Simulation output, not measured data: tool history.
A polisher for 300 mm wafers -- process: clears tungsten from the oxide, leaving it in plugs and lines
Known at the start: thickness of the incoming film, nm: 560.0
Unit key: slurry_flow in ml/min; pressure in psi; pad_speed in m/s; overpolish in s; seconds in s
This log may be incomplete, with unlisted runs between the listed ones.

run,hour,slurry_flow,pressure,pad_speed,slurry_solids,overpolish,seconds
1,0.0,295,4.8,0.86,1.0,6,108.29
2,5.8,255,4.8,0.86,1.0,6,109.86
3,12.2,305,4.8,0.86,1.0,6,108.14
4,20.9,305,4.8,0.86,1.0,6,109.27
5,24.1,305,4.3,0.84,1.0,6,124.18
6,30.4,240,4.3,0.84,1.0,6,128.39

What does the tool deliver on the next run?
7,39.4,240,3.9,0.84,1.0,6,?

Run 7 yielded seconds 141.49 s.

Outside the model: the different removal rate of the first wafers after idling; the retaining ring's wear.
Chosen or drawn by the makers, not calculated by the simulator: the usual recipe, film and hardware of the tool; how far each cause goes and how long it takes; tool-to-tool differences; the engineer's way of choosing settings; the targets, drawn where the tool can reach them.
